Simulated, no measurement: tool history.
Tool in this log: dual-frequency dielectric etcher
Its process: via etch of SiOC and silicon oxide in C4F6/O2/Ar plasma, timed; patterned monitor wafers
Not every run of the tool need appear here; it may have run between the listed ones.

run,hour,source power (W),bias power (W),etch time (s),mean etch depth across the wafer (Å)
1,0.0,470,131,104.5,1244.9
2,4.7,460,130,104.5,1235.7
3,12.4,450,129,104.5,1219.2
4,18.4,440,129,104.5,1213.4
5,25.7,440,150,104.5,1281.5
6,31.3,420,149,104.5,1253.4

For run 7, what comes out?
7,35.1,410,148,104.5,?

mean etch depth across the wafer (Å): 1238.2
